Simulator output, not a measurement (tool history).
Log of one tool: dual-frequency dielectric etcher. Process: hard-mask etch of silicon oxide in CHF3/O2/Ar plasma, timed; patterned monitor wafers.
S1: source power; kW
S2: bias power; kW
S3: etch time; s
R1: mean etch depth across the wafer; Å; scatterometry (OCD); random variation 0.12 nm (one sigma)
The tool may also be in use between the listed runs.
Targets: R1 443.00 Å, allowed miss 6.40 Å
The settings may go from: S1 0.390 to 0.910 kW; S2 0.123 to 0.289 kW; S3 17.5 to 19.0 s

Run 1, day 0.000: S1 0.650 kW, S2 0.206 kW, S3 19.0 s. Result: R1 394.06 Å.
Run 2, day 0.304: S1 0.680 kW, S2 0.207 kW, S3 19.0 s. Result: R1 400.07 Å.
Run 3, day 0.471: S1 0.710 kW, S2 0.208 kW, S3 19.0 s. Result: R1 408.30 Å.
Run 4, day 0.579: S1 0.710 kW, S2 0.208 kW, S3 17.5 s. Result: R1 374.14 Å.
Run 5, day 0.908: S1 0.710 kW, S2 0.208 kW, S3 17.5 s. Result: R1 375.61 Å.
Run 6, day 0.992: S1 0.740 kW, S2 0.217 kW, S3 17.5 s. Result: R1 386.66 Å.
Run 7, day 1.346: S1 0.760 kW, S2 0.225 kW, S3 17.5 s. Result: R1 393.34 Å.
Run 8, day 1.433: S1 0.780 kW, S2 0.232 kW, S3 17.5 s. Result: R1 403.75 Å.
Run 9, day 1.808: S1 0.800 kW, S2 0.236 kW, S3 17.5 s. Result: R1 409.11 Å.
Run 10, day 2.000: S1 0.820 kW, S2 0.240 kW, S3 17.5 s. Result: R1 415.53 Å.

5 next moves are on the table. One of them brings every result within its allowed miss. Which?
Run A, day 2.192: S1 0.910 kW, S2 0.236 kW, S3 18.0 s. Result: R1 ?.
Run B, day 2.192: S1 0.880 kW, S2 0.225 kW, S3 18.0 s. Result: R1 ?.
Run C, day 2.192: S1 0.900 kW, S2 0.235 kW, S3 17.5 s. Result: R1 ?.
Run D, day 2.192: S1 0.790 kW, S2 0.215 kW, S3 19.0 s. Result: R1 ?.
Run E, day 2.192: S1 0.810 kW, S2 0.242 kW, S3 18.0 s. Result: R1 ?.

move      R1
   A  443.50
   B  430.95
   C  428.78
   D  430.23
   E  428.31
A: meets every target
B: nearer than the last run, and not there yet
C: nearer than the last run, and not there yet
D: nearer than the last run, and not there yet
E: nearer than the last run, and not there yet
Answer: A

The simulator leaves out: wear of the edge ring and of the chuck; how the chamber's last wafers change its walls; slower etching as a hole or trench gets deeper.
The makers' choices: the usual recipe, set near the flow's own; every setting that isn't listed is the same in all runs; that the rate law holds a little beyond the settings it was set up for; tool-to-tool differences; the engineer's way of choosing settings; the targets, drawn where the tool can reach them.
